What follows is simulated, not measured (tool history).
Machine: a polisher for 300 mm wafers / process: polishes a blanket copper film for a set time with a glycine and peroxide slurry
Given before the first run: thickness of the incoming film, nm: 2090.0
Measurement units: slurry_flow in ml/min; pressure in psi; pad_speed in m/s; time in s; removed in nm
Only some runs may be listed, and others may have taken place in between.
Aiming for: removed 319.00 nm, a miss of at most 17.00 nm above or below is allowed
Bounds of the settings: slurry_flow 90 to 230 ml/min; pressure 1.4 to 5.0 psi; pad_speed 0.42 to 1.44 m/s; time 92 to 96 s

| run | hour | slurry_flow | pressure | pad_speed | time | removed |
|---|---|---|---|---|---|---|
| 1 | 0.0 | 150 | 3.2 | 0.92 | 92 | 448.02 |
| 2 | 3.8 | 150 | 3.2 | 1.08 | 92 | 502.66 |
| 3 | 9.0 | 150 | 3.2 | 1.26 | 92 | 574.19 |
| 4 | 17.2 | 150 | 3.2 | 1.26 | 92 | 572.20 |
| 5 | 17.9 | 150 | 2.5 | 1.26 | 92 | 495.32 |
|  | 24.4 | worn pad replaced by a new one |
| 6 | 24.4 | 150 | 2.5 | 1.12 | 92 | 466.26 |
| 7 | 28.2 | 145 | 2.2 | 1.04 | 92 | 417.04 |
| 8 | 35.4 | 145 | 2.0 | 0.98 | 92 | 370.36 |

Of the 5 settings listed for the next run, only one would bring every result within its allowed miss of target. Which one?
| A | 42.6 | 140 | 1.4 | 0.82 | 92 | ? |
| B | 42.6 | 145 | 1.6 | 0.74 | 92 | ? |
| C | 42.6 | 145 | 1.7 | 0.76 | 92 | ? |
| D | 42.6 | 165 | 1.7 | 0.88 | 92 | ? |
| E | 42.6 | 140 | 2.1 | 0.96 | 92 | ? |

| move | removed |
|---|---|
| A | 280.39 |
| B | 278.04 |
| C | 291.40 |
| D | 331.15 |
| E | 385.06 |
A: carries the result that was furthest off beyond its target, to the other side
B: carries the result that was furthest off beyond its target, to the other side
C: carries the result that was furthest off beyond its target, to the other side
D: all results land within tolerance of their targets
E: further off than the last run
Go with D: it meets all targets.
